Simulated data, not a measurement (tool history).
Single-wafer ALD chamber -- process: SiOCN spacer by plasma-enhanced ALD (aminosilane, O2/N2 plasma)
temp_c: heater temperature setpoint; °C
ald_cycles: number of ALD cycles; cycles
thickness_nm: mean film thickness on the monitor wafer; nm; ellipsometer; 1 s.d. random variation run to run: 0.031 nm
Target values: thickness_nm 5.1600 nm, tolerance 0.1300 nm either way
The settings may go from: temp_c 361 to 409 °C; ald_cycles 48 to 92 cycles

run	hour	temp_c	ald_cycles	thickness_nm
1	0.0	385	70	4.4086
2	5.4	385	78	4.9153
3	8.8	385	68	4.2625
4	17.2	385	59	3.7231
# hour 21.0: thermocouple changed; heater temperature recalibrated
5	21.0	385	54	3.3846
6	29.8	385	61	3.8069
7	38.8	385	66	4.1629
8	43.2	385	70	4.3979

Of the 5 settings listed for the next run, only one would bring every result within its allowed miss of target. Which one?
A	47.6	383	78	?
B	47.6	376	86	?
C	47.6	388	66	?
D	47.6	391	82	?
E	47.6	390	90	?

move	thickness_nm
A	4.9033
B	5.4062
C	4.1489
D	5.1547
E	5.6576
A: an improvement on the last run, though not all results are within tolerance
B: pushes the last run's worst result past its target
C: its largest miss is bigger than the last run's
D: all results land within tolerance of their targets
E: pushes the last run's worst result past its target
D meets every target.

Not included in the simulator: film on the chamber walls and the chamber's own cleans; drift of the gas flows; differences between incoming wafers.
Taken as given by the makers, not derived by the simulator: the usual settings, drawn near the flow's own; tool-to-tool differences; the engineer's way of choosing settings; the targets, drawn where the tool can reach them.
